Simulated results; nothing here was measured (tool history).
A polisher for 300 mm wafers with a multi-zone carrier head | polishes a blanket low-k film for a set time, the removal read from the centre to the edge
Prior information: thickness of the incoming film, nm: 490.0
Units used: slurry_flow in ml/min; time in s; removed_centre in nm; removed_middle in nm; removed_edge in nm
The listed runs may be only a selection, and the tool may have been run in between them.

Run 1, day 0: slurry_flow 190 ml/min, centre_zone 1, middle_zone 1, edge_zone 1, slurry_solids 1, time 84 s. Result: removed_centre 47.013 nm, removed_middle 48.752 nm, removed_edge 50.371 nm.
Run 2, day 0.338: slurry_flow 190 ml/min, centre_zone 1.01, middle_zone 0.99, edge_zone 0.99, slurry_solids 0.95, time 82 s. Result: removed_centre 45.909 nm, removed_middle 46.639 nm, removed_edge 46.38 nm.
Run 3, day 0.654: slurry_flow 210 ml/min, centre_zone 1.01, middle_zone 0.99, edge_zone 0.99, slurry_solids 0.95, time 82 s. Result: removed_centre 46.575 nm, removed_middle 47.361 nm, removed_edge 47.046 nm.
Run 4, day 0.8: slurry_flow 210 ml/min, centre_zone 1.01, middle_zone 0.99, edge_zone 0.99, slurry_solids 0.8, time 82 s. Result: removed_centre 43.175 nm, removed_middle 43.765 nm, removed_edge 44.606 nm.
Run 5, day 0.883: slurry_flow 210 ml/min, centre_zone 0.96, middle_zone 0.99, edge_zone 0.99, slurry_solids 0.8, time 82 s. Result: removed_centre 40.714 nm, removed_middle 43.759 nm, removed_edge 44.664 nm.
Run 6, day 1.096: slurry_flow 210 ml/min, centre_zone 0.96, middle_zone 0.99, edge_zone 0.94, slurry_solids 0.8, time 82 s. Result: removed_centre 41.124 nm, removed_middle 44.289 nm, removed_edge 43.816 nm.
Run 7, day 1.267: slurry_flow 205 ml/min, centre_zone 0.97, middle_zone 0.97, edge_zone 0.93, slurry_solids 0.75, time 80 s. Result: removed_centre 39.27 nm, removed_middle 40.979 nm, removed_edge 40.638 nm.
Run 8, day 1.508: slurry_flow 155 ml/min, centre_zone 1, middle_zone 0.87, edge_zone 0.87, slurry_solids 0.5, time 72 s. Result: removed_centre 28.672 nm, removed_middle 27.633 nm, removed_edge 28.298 nm.

Run 9 is up next; what results do you expect?
Run 9, day 1.633: slurry_flow 160 ml/min, centre_zone 1.01, middle_zone 0.87, edge_zone 0.88, slurry_solids 0.5, time 72 s. Result: removed_centre ?, removed_middle ?, removed_edge ?.

removed_centre: 29.544 nm
removed_middle: 27.888 nm
removed_edge: 28.382 nm

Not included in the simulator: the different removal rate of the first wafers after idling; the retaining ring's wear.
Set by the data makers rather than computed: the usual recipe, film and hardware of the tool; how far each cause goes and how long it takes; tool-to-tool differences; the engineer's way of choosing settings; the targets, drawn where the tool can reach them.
